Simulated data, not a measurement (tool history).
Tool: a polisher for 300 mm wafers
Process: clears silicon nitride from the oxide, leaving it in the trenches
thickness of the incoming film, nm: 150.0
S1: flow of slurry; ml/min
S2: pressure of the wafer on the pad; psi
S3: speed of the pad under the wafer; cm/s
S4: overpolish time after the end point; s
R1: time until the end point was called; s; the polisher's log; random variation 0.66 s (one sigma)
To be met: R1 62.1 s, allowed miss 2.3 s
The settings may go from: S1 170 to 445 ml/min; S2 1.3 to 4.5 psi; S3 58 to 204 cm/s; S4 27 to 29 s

{"run": 1, "hour": 0.0, "S1": 285, "S2": 2.9, "S3": 130, "S4": 27, "R1": 114.83}
{"run": 2, "hour": 3.7, "S1": 355, "S2": 2.9, "S3": 130, "S4": 27, "R1": 112.68}
{"run": 3, "hour": 10.7, "S1": 355, "S2": 2.2, "S3": 130, "S4": 27, "R1": 150.4}
{"run": 4, "hour": 17.7, "S1": 295, "S2": 2.2, "S3": 130, "S4": 27, "R1": 148.47}
{"run": 5, "hour": 24.5, "S1": 295, "S2": 2.6, "S3": 130, "S4": 27, "R1": 129.51}
{"run": 6, "hour": 25.3, "S1": 295, "S2": 2.3, "S3": 130, "S4": 27, "R1": 143.19}
{"run": 7, "hour": 29.9, "S1": 295, "S2": 2.7, "S3": 132, "S4": 27, "R1": 124.67}
{"run": 8, "hour": 37.7, "S1": 295, "S2": 3, "S3": 134, "S4": 27, "R1": 107.55}
{"run": 9, "hour": 41.2, "S1": 295, "S2": 3, "S3": 134, "S4": 27, "R1": 108.85}
{"run": 10, "hour": 46.8, "S1": 295, "S2": 3.2, "S3": 134, "S4": 27, "R1": 101.35}
{"run": 11, "hour": 53.6, "S1": 295, "S2": 3.4, "S3": 134, "S4": 27, "R1": 95.039}
{"run": 12, "hour": 54.8, "S1": 295, "S2": 3.6, "S3": 136, "S4": 27, "R1": 87.911}
{"run": 13, "hour": 63.7, "S1": 300, "S2": 4.4, "S3": 144, "S4": 27, "R1": 68.078}
{"run": 14, "hour": 67.0, "S1": 300, "S2": 4.4, "S3": 146, "S4": 27, "R1": 69.359}
{"run": 15, "hour": 73.6, "S1": 300, "S2": 4.4, "S3": 148, "S4": 27, "R1": 68.767}
{"run": 16, "hour": 78.9, "S1": 300, "S2": 4.4, "S3": 150, "S4": 27, "R1": 65.985}

Which of these 4 next moves meets every target?
{"run": "A", "hour": 84.2, "S1": 340, "S2": 4, "S3": 150, "S4": 27, "R1": "?"}
{"run": "B", "hour": 84.2, "S1": 240, "S2": 4.1, "S3": 156, "S4": 29, "R1": "?"}
{"run": "C", "hour": 84.2, "S1": 335, "S2": 4.2, "S3": 168, "S4": 28, "R1": "?"}
{"run": "D", "hour": 84.2, "S1": 225, "S2": 4.1, "S3": 156, "S4": 27, "R1": "?"}

move=A R1=72.085
move=B R1=69.082
move=C R1=61.583
move=D R1=69.345
A: further off than the last run
B: further off than the last run
C: meets every target
D: further off than the last run
The right move is C.
